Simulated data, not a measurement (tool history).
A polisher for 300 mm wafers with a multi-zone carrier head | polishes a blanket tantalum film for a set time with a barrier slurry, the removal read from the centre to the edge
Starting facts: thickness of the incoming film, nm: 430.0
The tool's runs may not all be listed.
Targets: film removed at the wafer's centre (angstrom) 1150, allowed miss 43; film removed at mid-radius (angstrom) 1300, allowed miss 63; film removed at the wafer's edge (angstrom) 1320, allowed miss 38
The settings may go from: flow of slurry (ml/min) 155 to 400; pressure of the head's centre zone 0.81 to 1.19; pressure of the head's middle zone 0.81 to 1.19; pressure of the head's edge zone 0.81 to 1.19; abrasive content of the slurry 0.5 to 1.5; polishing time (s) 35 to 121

run  hour  flow of slurry (ml/min)  pressure of the head's centre zone  pressure of the head's middle zone  pressure of the head's edge zone  abrasive content of the slurry  polishing time (s)  film removed at the wafer's centre (angstrom)  film removed at mid-radius (angstrom)  film removed at the wafer's edge (angstrom)
  1     0                      255                                   1                                   1                                 1                               1                  78                                         1116.8                                 1165.3                                       1125.4
  2   5.1                      255                                   1                                   1                                 1                            0.85                  78                                         1082.6                                 1129.9                                       1076.5
  3   8.2                      255                                   1                                   1                              0.96                            0.85                  78                                         1081.3                                 1162.8                                       1056.5
  4  13.1                      260                                0.99                                1.02                              0.99                             0.9                  78                                         1091.3                                 1161.2                                       1091.2
  5    19                      285                                0.99                                1.02                              0.99                             0.9                  78                                         1116.4                                 1214.1                                       1104.8
  6    20                      285                                1.07                                1.02                              0.99                             0.9                  78                                         1197.6                                   1173                                       1117.9
  7  26.4                      295                                1.04                                1.03                              1.02                            0.95                  78                                         1182.7                                 1183.9                                       1142.8
  8  29.2                      300                                1.02                                1.04                              1.04                               1                  78                                         1183.3                                 1241.4                                       1163.1
  9  35.3                      300                                   1                                1.03                              1.07                            1.05                  78                                         1143.2                                 1224.5                                       1174.8
 10  43.7                      300                                0.99                                1.03                              1.09                             1.1                  78                                         1164.4                                 1222.7                                       1208.9
 11  49.6                      300                                0.98                                1.03                              1.11                            1.15                  78                                         1169.2                                 1220.5                                       1235.7
 12  54.1                      300                                0.97                                1.04                              1.12                            1.15                  78                                         1137.3                                 1275.1                                       1231.7
 13  55.8                      300                                0.97                                1.04                              1.13                             1.2                  78                                         1134.2                                 1317.2                                       1262.7

Below are 5 possible settings for the next run. Only one of them brings all results inside the allowed miss of their targets. Which is it?
  A  57.5                      275                                0.95                                1.04                              1.19                            1.25                  80                                              ?                                      ?                                            ?
  B  57.5                      280                                0.95                                1.02                              1.12                            1.25                  77                                              ?                                      ?                                            ?
  C  57.5                      350                                0.98                                 1.1                              1.07                             1.3                  74                                              ?                                      ?                                            ?
  D  57.5                      265                                1.06                                1.09                              1.03                             1.1                  77                                              ?                                      ?                                            ?
  E  57.5                      280                                0.98                                1.15                              1.01                             1.3                  75                                              ?                                      ?                                            ?

move  film removed at the wafer's centre (angstrom)  film removed at mid-radius (angstrom)  film removed at the wafer's edge (angstrom)
   A                                         1160.2                                 1315.1                                       1311.8
   B                                           1119                                 1247.8                                       1225.8
   C                                         1146.5                                 1317.3                                       1178.6
   D                                         1209.7                                 1277.9                                       1138.9
   E                                         1134.4                                   1357                                       1140.9
A: all results land within tolerance of their targets
B: moves away from the targets compared with the last run
C: moves away from the targets compared with the last run
D: moves away from the targets compared with the last run
E: moves away from the targets compared with the last run
Correct choice: A, which meets every target
